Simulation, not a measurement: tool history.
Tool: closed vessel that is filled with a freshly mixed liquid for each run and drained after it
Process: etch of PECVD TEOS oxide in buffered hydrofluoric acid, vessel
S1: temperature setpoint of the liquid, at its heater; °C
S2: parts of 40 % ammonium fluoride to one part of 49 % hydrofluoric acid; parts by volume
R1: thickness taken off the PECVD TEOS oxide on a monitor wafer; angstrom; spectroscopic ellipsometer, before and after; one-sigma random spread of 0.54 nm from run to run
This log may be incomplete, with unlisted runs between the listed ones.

run 1 hour=0 | S1=24 S2=11.5 time_in_the_liquid_(s)=30 | R1=692.18
run 2 hour=3.2 | S1=25.5 S2=11.5 time_in_the_liquid_(s)=30 | R1=746.13
run 3 hour=8.9 | S1=25.5 S2=11.5 time_in_the_liquid_(s)=30 | R1=735.19
run 4 hour=12.4 | S1=25.5 S2=11.5 time_in_the_liquid_(s)=30 | R1=737.8
run 5 hour=18.7 | S1=23.5 S2=11.5 time_in_the_liquid_(s)=30 | R1=658.68
run 6 hour=21 | S1=25 S2=11.5 time_in_the_liquid_(s)=30 | R1=709.68
run 7 hour=30 | S1=24.5 S2=11.5 time_in_the_liquid_(s)=30 | R1=695.4
run 8 hour=31.2 | S1=24 S2=11.5 time_in_the_liquid_(s)=30 | R1=683.87
run 9 hour=33.3 | S1=23.5 S2=11.5 time_in_the_liquid_(s)=30 | R1=672.19

For run 10, what comes out?
run 10 hour=40 | S1=23 S2=11.5 time_in_the_liquid_(s)=30 | R1=?

Run 10 came out at R1 641.45 angstrom.
